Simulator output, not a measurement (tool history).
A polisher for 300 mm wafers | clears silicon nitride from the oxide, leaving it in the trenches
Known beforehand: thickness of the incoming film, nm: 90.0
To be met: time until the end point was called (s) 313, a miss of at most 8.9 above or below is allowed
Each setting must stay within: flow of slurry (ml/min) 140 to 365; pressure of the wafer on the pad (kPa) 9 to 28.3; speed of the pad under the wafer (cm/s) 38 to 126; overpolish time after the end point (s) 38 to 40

run  hour  flow of slurry (ml/min)  pressure of the wafer on the pad (kPa)  speed of the pad under the wafer (cm/s)  overpolish time after the end point (s)  time until the end point was called (s)
  1     0                      235                                    18.6                                       82                                       38                                   169.66
  2   7.4                      235                                    15.9                                       82                                       38                                    198.6
  3  14.5                      235                                    18.6                                       82                                       38                                   166.41
  4    22                      235                                    18.6                                       82                                       40                                   166.84
  5  26.8                      235                                    18.6                                       74                                       40                                   186.11
     27.7  -- head pressure recalibrated
  6  27.7                      290                                    18.6                                       74                                       40                                   173.05
  7  33.3                      270                                    17.2                                       74                                       40                                   184.66
  8  36.7                      250                                    15.9                                       74                                       40                                   201.16

Of the 5 settings listed for the next run, only one would bring every result within its allowed miss of target. Which one?
  A  40.1                      285                                    13.8                                       56                                       38                                        ?
  B  40.1                      255                                    16.5                                       50                                       38                                        ?
  C  40.1                      260                                    12.4                                       64                                       39                                        ?
  D  40.1                      325                                    14.5                                       50                                       40                                        ?
  E  40.1                      265                                    11.7                                       68                                       40                                        ?

move  time until the end point was called (s)
   A                                   301.36
   B                                    284.2
   C                                   295.42
   D                                   317.27
   E                                   293.84
A: closer than the last run, but not yet in spec
B: closer than the last run, but not yet in spec
C: closer than the last run, but not yet in spec
D: every result within its allowed miss
E: closer than the last run, but not yet in spec
So the answer is move D, the one that meets all the targets.
